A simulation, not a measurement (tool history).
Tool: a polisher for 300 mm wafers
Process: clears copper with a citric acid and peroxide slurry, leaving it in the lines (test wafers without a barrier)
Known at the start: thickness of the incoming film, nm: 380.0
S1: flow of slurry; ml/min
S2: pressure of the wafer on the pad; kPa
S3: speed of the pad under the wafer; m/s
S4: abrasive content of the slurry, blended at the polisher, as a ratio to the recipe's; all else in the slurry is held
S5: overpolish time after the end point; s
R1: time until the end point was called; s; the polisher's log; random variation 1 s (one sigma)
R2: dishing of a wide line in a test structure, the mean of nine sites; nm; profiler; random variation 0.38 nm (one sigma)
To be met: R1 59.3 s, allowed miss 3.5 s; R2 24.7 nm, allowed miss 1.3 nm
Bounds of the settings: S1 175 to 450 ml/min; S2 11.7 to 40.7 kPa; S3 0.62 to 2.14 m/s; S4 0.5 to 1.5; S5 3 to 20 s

run 1 hour=0 | S1=290 S2=26.2 S3=1.38 S4=1 S5=10 | R1=78.578 R2=30.266
run 2 hour=2.3 | S1=290 S2=28.3 S3=1.38 S4=1 S5=10 | R1=75.442 R2=31.501
run 3 hour=8 | S1=290 S2=28.3 S3=1.38 S4=1.15 S5=10 | R1=72.372 R2=32.884
run 4 hour=14.7 | S1=290 S2=29 S3=1.38 S4=1.15 S5=9 | R1=69.966 R2=30.341
run 5 hour=23.2 | S1=290 S2=29.6 S3=1.38 S4=1.15 S5=8 | R1=68.795 R2=28.034
run 6 hour=30.5 | S1=290 S2=30.3 S3=1.38 S4=1.15 S5=8 | R1=66.98 R2=28.61
run 7 hour=31.3 | S1=290 S2=31 S3=1.38 S4=1.15 S5=8 | R1=64.173 R2=29.234
run 8 hour=34 | S1=290 S2=31.7 S3=1.38 S4=1.15 S5=8 | R1=64.111 R2=28.561
run 9 hour=37 | S1=290 S2=32.4 S3=1.38 S4=1.15 S5=8 | R1=63.758 R2=29.757

5 next moves are on the table. One of them brings every result within its allowed miss. Which?
run A hour=40 | S1=295 S2=33.1 S3=1.36 S4=1 S5=6 | R1=? R2=?
run B hour=40 | S1=355 S2=25.5 S3=1.48 S4=1.2 S5=7 | R1=? R2=?
run C hour=40 | S1=285 S2=32.4 S3=1.26 S4=1.15 S5=8 | R1=? R2=?
run D hour=40 | S1=285 S2=31 S3=1.54 S4=1.15 S5=6 | R1=? R2=?
run E hour=40 | S1=310 S2=32.4 S3=1.26 S4=1.15 S5=8 | R1=? R2=?

move=A R1=67.482 R2=22.499
move=B R1=68.86 R2=25.134
move=C R1=71.186 R2=27.523
move=D R1=60.281 R2=24.783
move=E R1=70.658 R2=27.697
A: takes the result that was furthest off past its target
B: brings the result that was furthest off to its target, and leaves another outside
C: nearer than the last run, and not there yet
D: meets every target
E: nearer than the last run, and not there yet
Answer: D
